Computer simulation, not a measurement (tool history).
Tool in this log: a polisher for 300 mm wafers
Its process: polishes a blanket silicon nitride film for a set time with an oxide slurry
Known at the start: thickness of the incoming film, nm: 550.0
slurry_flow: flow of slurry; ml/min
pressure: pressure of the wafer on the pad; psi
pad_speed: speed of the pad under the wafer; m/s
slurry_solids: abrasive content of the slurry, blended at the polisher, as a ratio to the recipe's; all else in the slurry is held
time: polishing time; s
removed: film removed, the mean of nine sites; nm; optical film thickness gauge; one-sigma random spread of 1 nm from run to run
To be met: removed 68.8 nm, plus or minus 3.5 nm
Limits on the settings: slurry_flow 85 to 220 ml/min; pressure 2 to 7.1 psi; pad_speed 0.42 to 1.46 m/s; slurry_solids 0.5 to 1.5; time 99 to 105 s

| run | hour | slurry_flow | pressure | pad_speed | slurry_solids | time | removed |
|---|---|---|---|---|---|---|---|
| 1 | 0 | 140 | 4.5 | 0.94 | 1 | 99 | 89.167 |
| 2 | 3.3 | 140 | 4.4 | 0.94 | 1 | 99 | 84.831 |
| 3 | 4.8 | 140 | 4.4 | 0.94 | 0.85 | 99 | 80.479 |
| 4 | 6.8 | 140 | 4.3 | 0.94 | 0.85 | 99 | 78.861 |
| 5 | 9.5 | 140 | 4.3 | 0.94 | 0.95 | 99 | 82.977 |
| 6 | 17.7 | 140 | 4.3 | 0.94 | 0.95 | 99 | 82.75 |
| 7 | 25.4 | 140 | 4.3 | 0.94 | 0.95 | 99 | 85.434 |
| 8 | 32.4 | 140 | 4.1 | 0.94 | 0.95 | 99 | 80.479 |
| 9 | 34.9 | 140 | 4 | 0.94 | 0.95 | 99 | 77.753 |
| 10 | 40.6 | 140 | 3.9 | 0.94 | 0.95 | 99 | 75.91 |
| 11 | 49 | 140 | 3.8 | 0.94 | 0.95 | 99 | 75.896 |
| 12 | 55.3 | 135 | 3.3 | 0.94 | 0.95 | 99 | 63.183 |

Exercise: of the 5 proposed moves below, exactly one satisfies all targets within the stated allowed misses. Which move is it?
| A | 61.6 | 135 | 3.6 | 0.88 | 0.9 | 104 | ? |
| B | 61.6 | 145 | 3.1 | 0.98 | 0.8 | 99 | ? |
| C | 61.6 | 155 | 3.1 | 1.08 | 0.75 | 99 | ? |
| D | 61.6 | 125 | 2.5 | 1.08 | 1.05 | 100 | ? |
| E | 61.6 | 150 | 2.6 | 0.88 | 1.15 | 104 | ? |

| move | removed |
|---|---|
| A | 66.954 |
| B | 56.295 |
| C | 58.637 |
| D | 57.881 |
| E | 56.66 |
A: meets every target
B: further off than the last run
C: further off than the last run
D: further off than the last run
E: further off than the last run
The right move is A.
